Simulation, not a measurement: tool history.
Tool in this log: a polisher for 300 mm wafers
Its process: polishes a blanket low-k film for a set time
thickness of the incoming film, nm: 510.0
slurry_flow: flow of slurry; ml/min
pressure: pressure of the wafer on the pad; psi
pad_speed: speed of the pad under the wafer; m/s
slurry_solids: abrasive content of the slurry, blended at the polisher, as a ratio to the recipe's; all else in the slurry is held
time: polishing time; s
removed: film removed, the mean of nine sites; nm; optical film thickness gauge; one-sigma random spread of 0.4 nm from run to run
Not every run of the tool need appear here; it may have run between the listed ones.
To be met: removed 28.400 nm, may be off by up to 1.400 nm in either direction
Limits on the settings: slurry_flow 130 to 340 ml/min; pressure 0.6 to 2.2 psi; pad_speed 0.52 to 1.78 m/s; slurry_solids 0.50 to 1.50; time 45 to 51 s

run,hour,slurry_flow,pressure,pad_speed,slurry_solids,time,removed
1,0.0,220,1.4,1.14,1.00,51,16.568
2,6.7,220,1.1,1.14,1.00,51,13.437
3,10.6,220,1.1,1.14,1.00,45,11.457
4,17.4,200,1.1,1.14,1.00,45,11.324
5,22.5,210,1.2,1.14,1.00,45,12.565
6,28.5,215,1.3,1.14,1.00,45,13.550
7,36.1,220,1.4,1.14,1.00,45,14.686
8,37.0,225,1.5,1.14,1.00,45,15.891
9,45.0,225,1.6,1.14,1.00,45,16.557
10,48.9,225,2.0,1.46,1.05,46,25.146

Which single option among these 4 for the next run brings every result within its allowed miss of target? Just one does.
A,52.8,170,2.2,1.40,1.00,51,?
B,52.8,260,1.5,1.40,1.20,51,?
C,52.8,235,1.7,1.26,1.25,47,?
D,52.8,190,1.9,1.30,1.00,45,?

move,removed
A,29.064
B,22.424
C,21.668
D,21.473
A: every result within its allowed miss
B: its largest miss is bigger than the last run's
C: its largest miss is bigger than the last run's
D: its largest miss is bigger than the last run's
A is the move that brings every result within its allowed miss.

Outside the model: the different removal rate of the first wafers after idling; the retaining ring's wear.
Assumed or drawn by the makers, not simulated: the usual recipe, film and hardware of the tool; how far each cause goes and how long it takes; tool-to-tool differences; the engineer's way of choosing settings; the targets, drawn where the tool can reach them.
